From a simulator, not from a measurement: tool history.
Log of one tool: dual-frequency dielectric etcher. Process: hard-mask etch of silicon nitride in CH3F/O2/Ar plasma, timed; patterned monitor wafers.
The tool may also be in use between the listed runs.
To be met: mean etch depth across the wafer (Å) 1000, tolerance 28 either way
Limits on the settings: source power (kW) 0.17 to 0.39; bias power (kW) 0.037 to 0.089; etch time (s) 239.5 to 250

run  hour  source power (kW)  bias power (kW)  etch time (s)  mean etch depth across the wafer (Å)
  1     0               0.28            0.063          239.5                                1269.3
  2   6.9               0.26             0.06          239.5                                1217.7
  3   7.7               0.31             0.06          239.5                                1265.7
  4  16.5               0.31            0.068          239.5                                1330.3
  5  22.3               0.35            0.068          239.5                                1378.9
  6  26.2               0.32            0.062          239.5                                1289.9
  7  31.1               0.26            0.049          239.5                                1103.5
  8  32.6               0.26            0.049          239.5                                1107.1
  9  34.4               0.25            0.047          239.5                                  1075
 10  40.8               0.24            0.046          239.5                                1066.2
 11  41.7               0.23            0.045          239.5                                1041.2

4 next moves are on the table. One of them brings every result within its allowed miss. Which?
  A  42.6               0.22            0.051            242                                     ?
  B  42.6               0.21            0.047          243.5                                     ?
  C  42.6               0.24            0.043            248                                     ?
  D  42.6               0.22            0.043          239.5                                     ?

move  mean etch depth across the wafer (Å)
   A                                1095.1
   B                                1050.8
   C                                1048.6
   D                                997.15
A: its largest miss is bigger than the last run's
B: its largest miss is bigger than the last run's
C: its largest miss is bigger than the last run's
D: every result within its allowed miss
Correct choice: D, which meets every target

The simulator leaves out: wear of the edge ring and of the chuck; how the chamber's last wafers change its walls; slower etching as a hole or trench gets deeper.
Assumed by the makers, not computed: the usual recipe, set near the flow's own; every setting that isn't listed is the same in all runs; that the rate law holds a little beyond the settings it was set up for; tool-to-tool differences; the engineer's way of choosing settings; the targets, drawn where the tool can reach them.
